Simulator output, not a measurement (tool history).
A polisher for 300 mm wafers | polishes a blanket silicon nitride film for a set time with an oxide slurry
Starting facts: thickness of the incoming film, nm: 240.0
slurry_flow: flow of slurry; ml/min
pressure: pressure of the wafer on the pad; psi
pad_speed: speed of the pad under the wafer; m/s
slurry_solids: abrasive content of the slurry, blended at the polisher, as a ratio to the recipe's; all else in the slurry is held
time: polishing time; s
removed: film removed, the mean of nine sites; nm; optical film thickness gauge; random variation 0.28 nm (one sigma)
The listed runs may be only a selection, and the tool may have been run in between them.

run	hour	slurry_flow	pressure	pad_speed	slurry_solids	time	removed
1	0	210	4.6	0.86	1	60	41.055
2	0.8	210	4.6	0.86	1.1	60	42.644
3	3	210	4.6	0.86	1.1	55	39.746
4	10	210	4.3	0.86	1.1	55	37.397
5	11.9	210	4.3	0.86	0.9	55	33.77
6	20.8	210	4.2	0.86	0.9	55	33.037
# hour 26.8: head pressure recalibrated
7	26.8	210	4.1	0.86	0.9	55	35.315

Run 8 is up next; what results do you expect?
8	31.1	210	3.7	0.86	0.9	55	?

{"run 8": {"removed": 31.9}}
